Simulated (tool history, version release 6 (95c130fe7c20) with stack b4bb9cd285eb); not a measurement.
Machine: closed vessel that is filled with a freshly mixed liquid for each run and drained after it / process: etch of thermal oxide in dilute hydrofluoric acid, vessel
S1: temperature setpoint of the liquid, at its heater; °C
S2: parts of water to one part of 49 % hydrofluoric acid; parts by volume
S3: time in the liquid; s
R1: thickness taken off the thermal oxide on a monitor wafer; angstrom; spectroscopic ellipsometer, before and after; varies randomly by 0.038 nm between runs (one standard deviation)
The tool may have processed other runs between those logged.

run 1 day=0.000 | S1=23.0 S2=260 S3=455 | R1=64.592
run 2 day=0.312 | S1=23.0 S2=175 S3=455 | R1=105.600
run 3 day=0.638 | S1=23.0 S2=175 S3=245 | R1=56.768
run 4 day=0.850 | S1=25.5 S2=175 S3=245 | R1=62.058
run 5 day=1.117 | S1=25.5 S2=265 S3=245 | R1=37.032
run 6 day=1.246 | S1=24.0 S2=250 S3=245 | R1=37.832
run 7 day=1.638 | S1=23.0 S2=225 S3=245 | R1=41.936
run 8 day=1.808 | S1=24.5 S2=205 S3=245 | R1=49.661
run 9 day=1.908 | S1=23.0 S2=185 S3=245 | R1=52.699
run 10 day=2.221 | S1=24.5 S2=165 S3=245 | R1=64.302
run 11 day=2.546 | S1=24.5 S2=150 S3=245 | R1=72.284
run 12 day=2.708 | S1=24.5 S2=140 S3=245 | R1=77.884

Forecast run 13:
run 13 day=2.908 | S1=24.5 S2=130 S3=245 | R1=?

R1: 84.109 angstrom

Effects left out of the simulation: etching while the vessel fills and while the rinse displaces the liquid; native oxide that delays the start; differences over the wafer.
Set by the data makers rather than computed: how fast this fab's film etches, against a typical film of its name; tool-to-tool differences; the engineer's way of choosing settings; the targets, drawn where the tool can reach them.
